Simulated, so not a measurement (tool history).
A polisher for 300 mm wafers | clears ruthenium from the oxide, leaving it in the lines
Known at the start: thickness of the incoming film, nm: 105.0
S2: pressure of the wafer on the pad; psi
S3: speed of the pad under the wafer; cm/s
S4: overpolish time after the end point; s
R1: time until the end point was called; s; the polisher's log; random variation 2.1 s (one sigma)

run 1 hour=0 | flow_of_slurry_(ml/min)=170 S2=1.8 S3=92 S4=5 | R1=103.1
run 2 hour=4.3 | flow_of_slurry_(ml/min)=170 S2=1.8 S3=102 S4=5 | R1=94.254
run 3 hour=7.2 | flow_of_slurry_(ml/min)=170 S2=2.1 S3=102 S4=5 | R1=81.007
run 4 hour=11.5 | flow_of_slurry_(ml/min)=170 S2=1.9 S3=100 S4=5 | R1=91.12
run 5 hour=12.8 | flow_of_slurry_(ml/min)=170 S2=1.9 S3=84 S4=5 | R1=106.05
run 6 hour=17.5 | flow_of_slurry_(ml/min)=170 S2=1.5 S3=84 S4=5 | R1=133.17

The next listed run, before its measurement:
run 7 hour=19.3 | flow_of_slurry_(ml/min)=170 S2=1.4 S3=84 S4=5 | R1=?

Run 7 gave R1 147.64 s.
